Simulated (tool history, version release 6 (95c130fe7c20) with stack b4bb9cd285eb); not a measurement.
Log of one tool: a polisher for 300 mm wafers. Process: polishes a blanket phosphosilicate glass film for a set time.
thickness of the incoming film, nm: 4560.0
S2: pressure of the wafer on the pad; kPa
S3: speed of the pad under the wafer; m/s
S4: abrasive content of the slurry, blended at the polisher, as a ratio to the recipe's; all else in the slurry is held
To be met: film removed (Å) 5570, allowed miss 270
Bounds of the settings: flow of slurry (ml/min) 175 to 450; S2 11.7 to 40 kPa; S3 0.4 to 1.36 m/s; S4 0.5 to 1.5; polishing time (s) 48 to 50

{"run": 1, "hour": 0.0, "flow of slurry (ml/min)": 290, "S2": 25.5, "S3": 0.88, "S4": 1, "polishing time (s)": 48, "film removed (Å)": 4184.5}
{"run": 2, "hour": 5.9, "flow of slurry (ml/min)": 290, "S2": 21.4, "S3": 0.88, "S4": 1, "polishing time (s)": 48, "film removed (Å)": 3554.1}
{"run": 3, "hour": 13.9, "flow of slurry (ml/min)": 290, "S2": 21.4, "S3": 0.88, "S4": 1, "polishing time (s)": 48, "film removed (Å)": 3582.9}
{"run": 4, "hour": 21.1, "flow of slurry (ml/min)": 290, "S2": 15.2, "S3": 0.88, "S4": 1, "polishing time (s)": 48, "film removed (Å)": 2609.9}
{"run": 5, "hour": 22.5, "flow of slurry (ml/min)": 290, "S2": 15.2, "S3": 0.88, "S4": 1.15, "polishing time (s)": 48, "film removed (Å)": 2815.8}
{"run": 6, "hour": 28.7, "flow of slurry (ml/min)": 290, "S2": 17.9, "S3": 0.88, "S4": 1.15, "polishing time (s)": 48, "film removed (Å)": 3270.3}
{"run": 7, "hour": 29.7, "flow of slurry (ml/min)": 290, "S2": 20, "S3": 0.88, "S4": 1.15, "polishing time (s)": 48, "film removed (Å)": 3542.2}
{"run": 8, "hour": 38.0, "flow of slurry (ml/min)": 290, "S2": 22.1, "S3": 0.88, "S4": 1.15, "polishing time (s)": 48, "film removed (Å)": 3913.3}
{"run": 9, "hour": 45.3, "flow of slurry (ml/min)": 290, "S2": 23.4, "S3": 0.88, "S4": 1.15, "polishing time (s)": 48, "film removed (Å)": 4317.6}
{"run": 10, "hour": 52.9, "flow of slurry (ml/min)": 290, "S2": 24.8, "S3": 0.88, "S4": 1.15, "polishing time (s)": 48, "film removed (Å)": 4505.3}

4 next moves are on the table. One of them brings every result within its allowed miss. Which?
{"run": "A", "hour": 60.5, "flow of slurry (ml/min)": 215, "S2": 28.3, "S3": 0.9, "S4": 1.3, "polishing time (s)": 50, "film removed (Å)": "?"}
{"run": "B", "hour": 60.5, "flow of slurry (ml/min)": 295, "S2": 22.1, "S3": 1.22, "S4": 0.9, "polishing time (s)": 50, "film removed (Å)": "?"}
{"run": "C", "hour": 60.5, "flow of slurry (ml/min)": 375, "S2": 23.4, "S3": 0.68, "S4": 1.2, "polishing time (s)": 49, "film removed (Å)": "?"}
{"run": "D", "hour": 60.5, "flow of slurry (ml/min)": 235, "S2": 24.8, "S3": 1.02, "S4": 1.15, "polishing time (s)": 50, "film removed (Å)": "?"}

move=A film_removed_(Å)=5535.4
move=B film_removed_(Å)=4765.6
move=C film_removed_(Å)=3698.1
move=D film_removed_(Å)=5156.6
A: meets every target
B: nearer than the last run, and not there yet
C: further off than the last run
D: nearer than the last run, and not there yet
The right move is A.
